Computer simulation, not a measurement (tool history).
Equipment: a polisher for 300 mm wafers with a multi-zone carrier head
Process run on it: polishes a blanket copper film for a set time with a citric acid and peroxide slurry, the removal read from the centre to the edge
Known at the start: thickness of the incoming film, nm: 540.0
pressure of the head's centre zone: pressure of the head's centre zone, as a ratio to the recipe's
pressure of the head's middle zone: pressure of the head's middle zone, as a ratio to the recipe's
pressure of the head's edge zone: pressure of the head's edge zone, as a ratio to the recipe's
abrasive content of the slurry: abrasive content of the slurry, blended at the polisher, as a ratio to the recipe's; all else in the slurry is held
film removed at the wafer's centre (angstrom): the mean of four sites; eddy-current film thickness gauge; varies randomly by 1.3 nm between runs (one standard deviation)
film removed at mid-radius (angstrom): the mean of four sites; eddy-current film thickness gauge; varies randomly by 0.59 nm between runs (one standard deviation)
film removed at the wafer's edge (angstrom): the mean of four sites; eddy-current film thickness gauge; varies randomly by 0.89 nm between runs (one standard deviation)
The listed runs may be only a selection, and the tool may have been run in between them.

run	hour	flow of slurry (ml/min)	pressure of the head's centre zone	pressure of the head's middle zone	pressure of the head's edge zone	abrasive content of the slurry	polishing time (s)	film removed at the wafer's centre (angstrom)	film removed at mid-radius (angstrom)	film removed at the wafer's edge (angstrom)
1	0	150	1	1	1	1	57	1614.4	1645	1698.5
2	8.2	150	0.94	1	1	1	57	1542.6	1626.1	1687.3
3	15	145	0.94	0.99	0.98	0.95	54	1384.6	1501.2	1550.2
4	16.7	130	0.94	0.99	0.98	0.95	54	1403.2	1466.1	1542
5	20.9	130	0.94	0.99	0.98	1.1	54	1437	1528.9	1586.5
6	25.3	130	0.95	0.98	0.96	1	52	1370.4	1426	1499.3
7	26.4	130	0.96	0.98	0.95	0.95	49	1286.6	1319.1	1337.7
8	27.3	130	0.95	0.96	0.94	0.9	48	1237.6	1255.4	1312.2
9	34	130	0.95	0.96	0.94	0.9	48	1202.4	1240	1321.5
10	40.6	130	0.96	0.96	0.93	0.85	47	1195.3	1191.7	1275.3
11	42.7	130	0.96	0.96	0.92	0.8	46	1138.6	1148.5	1185.4
12	49.8	130	0.96	0.95	0.91	0.75	46	1095.6	1109.6	1159.3
13	50.6	130	0.96	0.94	0.9	0.7	46	1079.1	1091.6	1137.5
14	59.5	130	0.96	0.93	0.89	0.65	46	1035.4	1044.1	1087.8

Run 15, settings as shown, results not yet in. Your forecast:
15	61.9	115	0.96	0.84	0.81	0.5	45	?	?	?

Run 15 yielded film removed at the wafer's centre (angstrom) 897.13, film removed at mid-radius (angstrom) 808.94, film removed at the wafer's edge (angstrom) 887.81.
